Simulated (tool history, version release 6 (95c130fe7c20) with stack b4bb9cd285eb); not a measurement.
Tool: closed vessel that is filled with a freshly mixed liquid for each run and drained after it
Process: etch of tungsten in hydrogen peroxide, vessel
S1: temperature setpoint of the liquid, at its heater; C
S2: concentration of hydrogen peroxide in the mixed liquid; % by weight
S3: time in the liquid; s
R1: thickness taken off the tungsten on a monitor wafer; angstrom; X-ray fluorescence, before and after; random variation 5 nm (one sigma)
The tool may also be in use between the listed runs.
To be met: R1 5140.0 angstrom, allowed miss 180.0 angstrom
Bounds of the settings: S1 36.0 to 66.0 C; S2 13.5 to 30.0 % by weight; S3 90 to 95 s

Run 1, day 0.000: S1 52.0 C, S2 25.5 % by weight, S3 90 s. Result: R1 3217.2 angstrom.
Run 2, day 0.283: S1 54.0 C, S2 25.5 % by weight, S3 90 s. Result: R1 3680.5 angstrom.
Run 3, day 0.446: S1 55.5 C, S2 25.5 % by weight, S3 90 s. Result: R1 3999.1 angstrom.
Run 4, day 0.792: S1 56.5 C, S2 25.5 % by weight, S3 90 s. Result: R1 4281.7 angstrom.
Run 5, day 1.071: S1 63.5 C, S2 25.5 % by weight, S3 90 s. Result: R1 6325.4 angstrom.
Run 6, day 1.358: S1 63.5 C, S2 25.5 % by weight, S3 90 s. Result: R1 6329.8 angstrom.
Run 7, day 1.538: S1 62.5 C, S2 25.5 % by weight, S3 90 s. Result: R1 6029.7 angstrom.
Run 8, day 1.596: S1 61.5 C, S2 25.5 % by weight, S3 90 s. Result: R1 5704.3 angstrom.
Run 9, day 1.846: S1 61.0 C, S2 25.5 % by weight, S3 90 s. Result: R1 5474.2 angstrom.
Run 10, day 2.158: S1 60.5 C, S2 25.5 % by weight, S3 90 s. Result: R1 5354.9 angstrom.

5 next moves are on the table. One of them brings every result within its allowed miss. Which?
Run A, day 2.471: S1 61.5 C, S2 25.0 % by weight, S3 90 s. Result: R1 ?.
Run B, day 2.471: S1 61.0 C, S2 26.0 % by weight, S3 95 s. Result: R1 ?.
Run C, day 2.471: S1 61.5 C, S2 21.0 % by weight, S3 95 s. Result: R1 ?.
Run D, day 2.471: S1 57.5 C, S2 29.5 % by weight, S3 95 s. Result: R1 ?.
Run E, day 2.471: S1 64.5 C, S2 15.0 % by weight, S3 95 s. Result: R1 ?.

move      R1
   A  5544.9
   B  5801.0
   C  5364.4
   D  5048.0
   E  5370.9
A: further off than the last run
B: further off than the last run
C: as far off as the last run
D: meets every target
E: further off than the last run
The right move is D.
